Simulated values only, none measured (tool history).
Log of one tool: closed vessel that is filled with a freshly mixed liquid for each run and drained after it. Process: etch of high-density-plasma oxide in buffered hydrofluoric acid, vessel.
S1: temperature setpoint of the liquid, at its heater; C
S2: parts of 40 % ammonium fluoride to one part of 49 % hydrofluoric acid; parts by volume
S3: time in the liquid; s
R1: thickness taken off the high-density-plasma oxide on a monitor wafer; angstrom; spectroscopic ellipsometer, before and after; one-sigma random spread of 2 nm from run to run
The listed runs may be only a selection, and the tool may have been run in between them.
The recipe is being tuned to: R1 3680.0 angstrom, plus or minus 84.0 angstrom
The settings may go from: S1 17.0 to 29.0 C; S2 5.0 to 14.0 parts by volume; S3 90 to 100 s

| run | hour | S1 | S2 | S3 | R1 |
|---|---|---|---|---|---|
| 1 | 0.0 | 21.0 | 8.5 | 90 | 2304.1 |
| 2 | 9.0 | 21.0 | 6.5 | 90 | 3026.3 |
| 3 | 16.2 | 21.5 | 6.5 | 90 | 3085.1 |
| 4 | 23.8 | 22.0 | 6.5 | 90 | 3176.7 |
| 5 | 26.8 | 22.5 | 6.5 | 90 | 3297.5 |
| 6 | 28.1 | 22.5 | 5.0 | 90 | 4149.3 |
| 7 | 35.4 | 22.0 | 5.0 | 90 | 4004.2 |
| 8 | 39.9 | 21.0 | 5.0 | 90 | 3779.8 |

Exercise: of the 4 proposed moves below, exactly one satisfies all targets within the stated allowed misses. Which move is it?
| A | 44.4 | 19.0 | 5.5 | 100 | ? |
| B | 44.4 | 21.0 | 5.5 | 100 | ? |
| C | 44.4 | 22.0 | 5.0 | 90 | ? |
| D | 44.4 | 21.0 | 5.5 | 95 | ? |

| move | R1 |
|---|---|
| A | 3444.1 |
| B | 3851.1 |
| C | 3970.4 |
| D | 3658.6 |
A: takes the biggest miss from the last run beyond its target
B: the biggest miss grows against the last run
C: the biggest miss grows against the last run
D: all results in spec
Correct choice: D, which meets every target

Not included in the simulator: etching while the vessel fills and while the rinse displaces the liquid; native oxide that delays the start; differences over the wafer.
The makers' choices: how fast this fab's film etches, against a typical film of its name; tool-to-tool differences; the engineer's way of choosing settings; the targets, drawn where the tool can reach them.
